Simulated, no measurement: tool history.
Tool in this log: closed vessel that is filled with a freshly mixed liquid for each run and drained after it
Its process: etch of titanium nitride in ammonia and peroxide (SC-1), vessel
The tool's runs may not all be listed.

run,hour,temperature setpoint of the liquid (°C),parts of water to one part of 30 % peroxide (parts by volume),parts of 29 % ammonia solution to one part of 30 % peroxide (parts by volume),time in the liquid (s),thickness taken off the titanium nitride on a monitor wafer (Å)
1,0,47,9,0.45,285,149.72
2,2.1,48,9,0.45,285,161.06
3,6.5,48.5,9,0.45,285,164.65
4,15.4,49,9,0.45,285,170.75
5,21.5,43,9,0.45,285,111.52
6,27,38,9,0.45,285,77.527

For run 7, what comes out?
7,28,41,9,0.45,285,?

{"run 7": {"thickness taken off the titanium nitride on a monitor wafer (Å)": 96.885}}
